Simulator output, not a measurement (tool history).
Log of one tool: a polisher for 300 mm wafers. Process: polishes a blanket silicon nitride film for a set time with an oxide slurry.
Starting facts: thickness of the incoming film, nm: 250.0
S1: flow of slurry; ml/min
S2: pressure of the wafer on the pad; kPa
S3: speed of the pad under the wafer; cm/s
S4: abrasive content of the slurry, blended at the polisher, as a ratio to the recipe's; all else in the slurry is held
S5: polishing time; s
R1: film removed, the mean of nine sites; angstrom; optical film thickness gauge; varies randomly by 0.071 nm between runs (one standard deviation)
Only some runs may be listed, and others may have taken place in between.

Run 1, hour 0: S1 240 ml/min, S2 27.6 kPa, S3 96 cm/s, S4 1, S5 22 s. Result: R1 125.96 angstrom.
Run 2, hour 4.2: S1 240 ml/min, S2 24.8 kPa, S3 92 cm/s, S4 1, S5 22 s. Result: R1 108.95 angstrom.
Run 3, hour 12.6: S1 240 ml/min, S2 22.8 kPa, S3 90 cm/s, S4 1, S5 22 s. Result: R1 101.14 angstrom.
Run 4, hour 20: S1 240 ml/min, S2 22.8 kPa, S3 102 cm/s, S4 1, S5 22 s. Result: R1 108.58 angstrom.
Run 5, hour 27.7: S1 240 ml/min, S2 20.7 kPa, S3 98 cm/s, S4 1, S5 22 s. Result: R1 97.982 angstrom.
Run 6, hour 34.7: S1 240 ml/min, S2 20.7 kPa, S3 98 cm/s, S4 1, S5 22 s. Result: R1 96.593 angstrom.
Run 7, hour 41.7: S1 240 ml/min, S2 19.3 kPa, S3 96 cm/s, S4 1, S5 22 s. Result: R1 90.331 angstrom.

Estimate the outcome of run 8 from the log above:
Run 8, hour 43.7: S1 240 ml/min, S2 17.9 kPa, S3 94 cm/s, S4 1, S5 22 s. Result: R1 ?.

R1: 82.535 angstrom

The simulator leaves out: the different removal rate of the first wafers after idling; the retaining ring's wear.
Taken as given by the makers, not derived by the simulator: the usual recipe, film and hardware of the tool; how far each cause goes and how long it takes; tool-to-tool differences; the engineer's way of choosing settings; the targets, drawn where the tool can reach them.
